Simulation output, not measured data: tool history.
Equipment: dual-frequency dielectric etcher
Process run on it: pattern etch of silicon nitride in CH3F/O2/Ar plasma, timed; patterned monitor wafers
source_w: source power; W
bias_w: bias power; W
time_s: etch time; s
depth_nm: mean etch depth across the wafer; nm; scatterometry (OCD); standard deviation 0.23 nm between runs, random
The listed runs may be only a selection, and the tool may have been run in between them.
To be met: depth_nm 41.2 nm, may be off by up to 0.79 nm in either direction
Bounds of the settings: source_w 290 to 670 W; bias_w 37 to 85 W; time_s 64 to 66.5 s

Run 1, hour 0: source_w 480 W, bias_w 61 W, time_s 64 s. Result: depth_nm 44.604 nm.
Run 2, hour 5.8: source_w 480 W, bias_w 72 W, time_s 64 s. Result: depth_nm 47.906 nm.
Run 3, hour 10.1: source_w 480 W, bias_w 76 W, time_s 64 s. Result: depth_nm 49.158 nm.
Run 4, hour 16.4: source_w 480 W, bias_w 85 W, time_s 64 s. Result: depth_nm 51.391 nm.
Run 5, hour 23.8: source_w 480 W, bias_w 85 W, time_s 64 s. Result: depth_nm 51.436 nm.
Run 6, hour 30.4: source_w 480 W, bias_w 85 W, time_s 64 s. Result: depth_nm 51.589 nm.
Run 7, hour 33.5: source_w 440 W, bias_w 82 W, time_s 64 s. Result: depth_nm 48.378 nm.
Run 8, hour 40.2: source_w 410 W, bias_w 81 W, time_s 64 s. Result: depth_nm 46.465 nm.
Run 9, hour 46.5: source_w 390 W, bias_w 81 W, time_s 64 s. Result: depth_nm 46.002 nm.
Run 10, hour 47.9: source_w 370 W, bias_w 80 W, time_s 64 s. Result: depth_nm 44.618 nm.
Run 11, hour 53.7: source_w 350 W, bias_w 80 W, time_s 64 s. Result: depth_nm 43.113 nm.
Run 12, hour 62: source_w 340 W, bias_w 80 W, time_s 64 s. Result: depth_nm 42.939 nm.

Next run, 5 choices. One meets every target within its allowed miss, the rest don't. Which?
Run A, hour 70.3: source_w 360 W, bias_w 81 W, time_s 65.5 s. Result: depth_nm ?.
Run B, hour 70.3: source_w 290 W, bias_w 85 W, time_s 64.5 s. Result: depth_nm ?.
Run C, hour 70.3: source_w 330 W, bias_w 77 W, time_s 66.5 s. Result: depth_nm ?.
Run D, hour 70.3: source_w 340 W, bias_w 85 W, time_s 66 s. Result: depth_nm ?.
Run E, hour 70.3: source_w 360 W, bias_w 79 W, time_s 66 s. Result: depth_nm ?.

move  depth_nm
   A    44.944
   B    40.662
   C    42.748
   D    45.029
   E    44.779
A: misses by more than the last run did
B: all results in spec
C: closer than the last run, but not yet in spec
D: misses by more than the last run did
E: misses by more than the last run did
Answer: B
